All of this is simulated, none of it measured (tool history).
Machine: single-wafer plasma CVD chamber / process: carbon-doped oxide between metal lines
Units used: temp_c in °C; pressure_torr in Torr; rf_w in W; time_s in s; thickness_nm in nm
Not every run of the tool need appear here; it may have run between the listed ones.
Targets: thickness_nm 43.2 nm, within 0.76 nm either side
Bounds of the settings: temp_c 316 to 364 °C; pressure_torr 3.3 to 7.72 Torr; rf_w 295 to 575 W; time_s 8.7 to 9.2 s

{"run": 1, "hour": 0.0, "temp_c": 340, "pressure_torr": 5.51, "rf_w": 435, "time_s": 9.2, "thickness_nm": 45.101}
{"run": 2, "hour": 0.7, "temp_c": 340, "pressure_torr": 5.51, "rf_w": 375, "time_s": 9.2, "thickness_nm": 41.786}
{"run": 3, "hour": 7.6, "temp_c": 340, "pressure_torr": 5.02, "rf_w": 375, "time_s": 9.2, "thickness_nm": 41.438}
{"run": 4, "hour": 10.9, "temp_c": 339, "pressure_torr": 5.09, "rf_w": 375, "time_s": 9.2, "thickness_nm": 41.664}
{"run": 5, "hour": 19.7, "temp_c": 338, "pressure_torr": 5.14, "rf_w": 375, "time_s": 9.2, "thickness_nm": 41.754}
{"run": 6, "hour": 22.3, "temp_c": 337, "pressure_torr": 5.2, "rf_w": 375, "time_s": 9.2, "thickness_nm": 42.073}
{"run": 7, "hour": 27.1, "temp_c": 336, "pressure_torr": 5.23, "rf_w": 375, "time_s": 9.2, "thickness_nm": 41.978}
{"run": 8, "hour": 31.7, "temp_c": 335, "pressure_torr": 5.28, "rf_w": 375, "time_s": 9.2, "thickness_nm": 42.43}

Exactly one of the 5 candidate moves below puts every result within its allowed miss. Which one?
{"run": "A", "hour": 36.3, "temp_c": 340, "pressure_torr": 4.38, "rf_w": 390, "time_s": 9.1, "thickness_nm": "?"}
{"run": "B", "hour": 36.3, "temp_c": 335, "pressure_torr": 5.17, "rf_w": 380, "time_s": 8.9, "thickness_nm": "?"}
{"run": "C", "hour": 36.3, "temp_c": 345, "pressure_torr": 5.31, "rf_w": 390, "time_s": 9.2, "thickness_nm": "?"}
{"run": "D", "hour": 36.3, "temp_c": 325, "pressure_torr": 4.55, "rf_w": 365, "time_s": 9, "thickness_nm": "?"}
{"run": "E", "hour": 36.3, "temp_c": 326, "pressure_torr": 4.64, "rf_w": 380, "time_s": 9.2, "thickness_nm": "?"}

move=A thickness_nm=40.724
move=B thickness_nm=40.924
move=C thickness_nm=41.528
move=D thickness_nm=41.423
move=E thickness_nm=43.162
A: the biggest miss grows against the last run
B: the biggest miss grows against the last run
C: the biggest miss grows against the last run
D: the biggest miss grows against the last run
E: each result inside its tolerance
The right move is E.
